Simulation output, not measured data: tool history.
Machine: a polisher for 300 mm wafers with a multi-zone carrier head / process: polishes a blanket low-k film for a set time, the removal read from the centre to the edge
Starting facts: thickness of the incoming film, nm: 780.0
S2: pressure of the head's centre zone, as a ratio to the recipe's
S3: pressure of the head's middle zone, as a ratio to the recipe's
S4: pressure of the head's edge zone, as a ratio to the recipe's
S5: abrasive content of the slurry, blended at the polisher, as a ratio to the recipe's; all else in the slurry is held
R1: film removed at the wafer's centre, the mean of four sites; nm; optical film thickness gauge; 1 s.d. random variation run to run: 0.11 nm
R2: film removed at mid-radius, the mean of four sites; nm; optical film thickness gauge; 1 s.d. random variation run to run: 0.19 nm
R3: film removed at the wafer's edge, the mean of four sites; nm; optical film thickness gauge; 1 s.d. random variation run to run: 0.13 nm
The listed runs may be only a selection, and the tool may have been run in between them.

{"run": 1, "hour": 0.0, "flow of slurry (ml/min)": 145, "S2": 1.0, "S3": 1.0, "S4": 1.0, "S5": 1.0, "polishing time (s)": 56, "R1": 16.396, "R2": 16.357, "R3": 16.583}
{"run": 2, "hour": 3.4, "flow of slurry (ml/min)": 145, "S2": 1.0, "S3": 1.0, "S4": 1.08, "S5": 1.0, "polishing time (s)": 56, "R1": 16.501, "R2": 16.069, "R3": 17.111}
{"run": 3, "hour": 4.9, "flow of slurry (ml/min)": 145, "S2": 1.0, "S3": 1.06, "S4": 1.08, "S5": 1.0, "polishing time (s)": 56, "R1": 16.578, "R2": 17.344, "R3": 17.412}
{"run": 4, "hour": 9.8, "flow of slurry (ml/min)": 145, "S2": 1.0, "S3": 1.06, "S4": 1.08, "S5": 0.9, "polishing time (s)": 56, "R1": 15.766, "R2": 15.989, "R3": 16.471}
{"run": 5, "hour": 18.7, "flow of slurry (ml/min)": 145, "S2": 0.93, "S3": 1.06, "S4": 1.08, "S5": 0.9, "polishing time (s)": 56, "R1": 14.801, "R2": 16.436, "R3": 16.4}
{"run": 6, "hour": 27.1, "flow of slurry (ml/min)": 145, "S2": 0.93, "S3": 1.06, "S4": 1.14, "S5": 0.9, "polishing time (s)": 56, "R1": 14.609, "R2": 16.323, "R3": 16.598}
{"run": 7, "hour": 32.7, "flow of slurry (ml/min)": 160, "S2": 1.03, "S3": 0.96, "S4": 1.07, "S5": 0.7, "polishing time (s)": 56, "R1": 14.492, "R2": 13.146, "R3": 14.687}
{"run": 8, "hour": 33.7, "flow of slurry (ml/min)": 165, "S2": 1.04, "S3": 0.95, "S4": 1.08, "S5": 0.7, "polishing time (s)": 56, "R1": 14.516, "R2": 13.299, "R3": 14.924}
{"run": 9, "hour": 39.9, "flow of slurry (ml/min)": 170, "S2": 1.06, "S3": 0.94, "S4": 1.08, "S5": 0.7, "polishing time (s)": 56, "R1": 14.985, "R2": 13.268, "R3": 14.695}

The next listed run, before its measurement:
{"run": 10, "hour": 45.0, "flow of slurry (ml/min)": 170, "S2": 1.06, "S3": 0.94, "S4": 1.08, "S5": 0.7, "polishing time (s)": 56, "R1": "?", "R2": "?", "R3": "?"}

Logged for run 10: R1 15.080 nm, R2 13.744 nm, R3 14.960 nm.
